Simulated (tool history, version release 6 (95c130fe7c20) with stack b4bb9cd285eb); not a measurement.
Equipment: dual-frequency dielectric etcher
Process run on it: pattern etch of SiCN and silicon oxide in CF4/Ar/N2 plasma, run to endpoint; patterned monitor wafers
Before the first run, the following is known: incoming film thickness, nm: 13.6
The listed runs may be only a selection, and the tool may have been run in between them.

run 1 day=0 | source_power_(W)=380 bias_power_(W)=62 Ar_flow_(sccm)=117 CF4_flow_(sccm)=51 | endpoint_time_(s)=20.581
run 2 day=0.146 | source_power_(W)=340 bias_power_(W)=62 Ar_flow_(sccm)=117 CF4_flow_(sccm)=51 | endpoint_time_(s)=22.745
run 3 day=0.504 | source_power_(W)=380 bias_power_(W)=63 Ar_flow_(sccm)=117 CF4_flow_(sccm)=51 | endpoint_time_(s)=20.475
run 4 day=0.538 | source_power_(W)=380 bias_power_(W)=58 Ar_flow_(sccm)=117 CF4_flow_(sccm)=51 | endpoint_time_(s)=21.071
run 5 day=0.671 | source_power_(W)=380 bias_power_(W)=68 Ar_flow_(sccm)=117 CF4_flow_(sccm)=51 | endpoint_time_(s)=20.062
run 6 day=0.75 | source_power_(W)=400 bias_power_(W)=68 Ar_flow_(sccm)=117 CF4_flow_(sccm)=51 | endpoint_time_(s)=19.145
run 7 day=0.979 | source_power_(W)=410 bias_power_(W)=68 Ar_flow_(sccm)=117 CF4_flow_(sccm)=51 | endpoint_time_(s)=19.087

Forecast run 8:
run 8 day=1.121 | source_power_(W)=430 bias_power_(W)=69 Ar_flow_(sccm)=117 CF4_flow_(sccm)=51 | endpoint_time_(s)=?

{"run 8": {"endpoint time (s)": 17.973}}
